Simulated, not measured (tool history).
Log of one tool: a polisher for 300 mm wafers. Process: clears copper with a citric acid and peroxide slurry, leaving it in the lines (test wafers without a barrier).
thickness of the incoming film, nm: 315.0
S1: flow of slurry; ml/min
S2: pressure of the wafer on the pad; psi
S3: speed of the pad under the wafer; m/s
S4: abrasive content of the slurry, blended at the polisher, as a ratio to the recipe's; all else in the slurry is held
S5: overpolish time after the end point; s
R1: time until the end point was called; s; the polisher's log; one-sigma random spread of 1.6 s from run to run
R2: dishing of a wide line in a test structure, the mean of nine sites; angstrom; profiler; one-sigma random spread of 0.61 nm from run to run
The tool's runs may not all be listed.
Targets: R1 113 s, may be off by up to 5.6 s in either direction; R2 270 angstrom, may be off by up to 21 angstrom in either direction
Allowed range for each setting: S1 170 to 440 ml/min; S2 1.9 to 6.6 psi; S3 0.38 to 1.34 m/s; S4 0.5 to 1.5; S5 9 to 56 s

run  hour   S1   S2    S3   S4  S5      R1      R2
  1     0  280  4.2  0.86    1  29   122.3  530.35
  2     4  280  4.2  0.88    1  25  117.75  468.72
  3  12.4  280  4.2  0.88    1  22  114.02   422.7
  4    14  280  4.2  0.88  1.2  22  111.74  423.17
  5  18.5  280  4.2  0.88  1.2  31  113.99  599.97
  6  19.1  280  4.1  0.88  1.2  27  118.15  516.32
  7  20.5  280  4.1  0.88  1.2  27  115.87  498.77
  8  28.1  280  4.1  0.88  1.2  24  113.77  461.14
  9  36.4  280  4.1  0.88  1.2  24  114.72  453.02
 10  45.1  280  4.1  0.88  1.2  21  115.65  411.89
 11  49.7  280  4.1  0.88  1.2  18  116.77  363.45
     52.3  -- worn pad replaced by a new one
 12  52.3  280  4.1  0.88  1.2  16  105.49  339.77
 13  56.5  280    4  0.88  1.2  15  109.56  332.56
 14  58.2  280  3.9  0.86  1.2   9  114.39  186.15
 15  59.1  280  3.9  0.86  1.2  10  115.61  211.23
 16  61.9  280  3.9  0.86  1.2  11  113.64  224.43
 17  62.5  280  3.9  0.86  1.2  12  113.69   244.3

Which one of the following 4 next-run settings gets every result inside its allowed miss? There is exactly one.
  A  63.1  295  3.2  1.02  1.35  17   ?   ?
  B  63.1  220  3.5  0.82  1.35  15   ?   ?
  C  63.1  240  3.8  0.92   1.1  13   ?   ?
  D  63.1  330  3.6     1  1.15  15   ?   ?

move      R1      R2
   A   115.3  335.93
   B  133.46  262.83
   C  113.97     267
   D  107.39   321.2
A: carries the result that was furthest off beyond its target, to the other side
B: the furthest-off result lands on target, but another misses its tolerance
C: every result lands within tolerance
D: carries the result that was furthest off beyond its target, to the other side
Answer: C

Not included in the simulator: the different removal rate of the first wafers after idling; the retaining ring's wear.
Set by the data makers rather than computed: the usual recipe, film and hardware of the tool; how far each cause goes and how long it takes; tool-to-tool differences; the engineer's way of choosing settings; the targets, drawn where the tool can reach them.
